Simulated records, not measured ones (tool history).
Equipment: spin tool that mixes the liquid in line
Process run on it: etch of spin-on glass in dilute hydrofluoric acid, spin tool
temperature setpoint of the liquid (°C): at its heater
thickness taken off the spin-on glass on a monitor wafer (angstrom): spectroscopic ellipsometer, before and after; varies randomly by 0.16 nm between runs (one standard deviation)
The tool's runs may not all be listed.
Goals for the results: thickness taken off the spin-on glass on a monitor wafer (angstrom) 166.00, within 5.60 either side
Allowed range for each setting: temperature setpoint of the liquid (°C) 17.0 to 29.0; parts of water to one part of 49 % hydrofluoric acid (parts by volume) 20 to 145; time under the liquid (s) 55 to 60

run	hour	temperature setpoint of the liquid (°C)	parts of water to one part of 49 % hydrofluoric acid (parts by volume)	time under the liquid (s)	thickness taken off the spin-on glass on a monitor wafer (angstrom)
1	0.0	21.0	80	55	319.67
2	3.1	21.0	70	55	369.87
3	5.7	20.5	75	55	341.38
4	14.4	20.5	60	55	434.50
5	17.3	18.0	60	55	390.65
6	24.4	18.0	70	55	327.84
7	29.9	18.0	75	55	305.31
8	35.7	18.0	80	55	290.36
9	41.1	17.0	110	55	192.23
10	42.1	17.0	115	55	182.54
11	47.4	17.0	120	55	173.12

Of the 4 settings listed for the next run, only one would bring every result within its allowed miss of target. Which one?
A	52.7	17.0	145	60	?
B	52.7	21.0	145	60	?
C	52.7	17.0	125	55	?
D	52.7	18.0	120	55	?

move	thickness taken off the spin-on glass on a monitor wafer (angstrom)
A	155.36
B	182.55
C	168.50
D	183.88
A: takes the result that was furthest off past its target
B: further off than the last run
C: every result within its allowed miss
D: further off than the last run
C is the move that brings every result within its allowed miss.
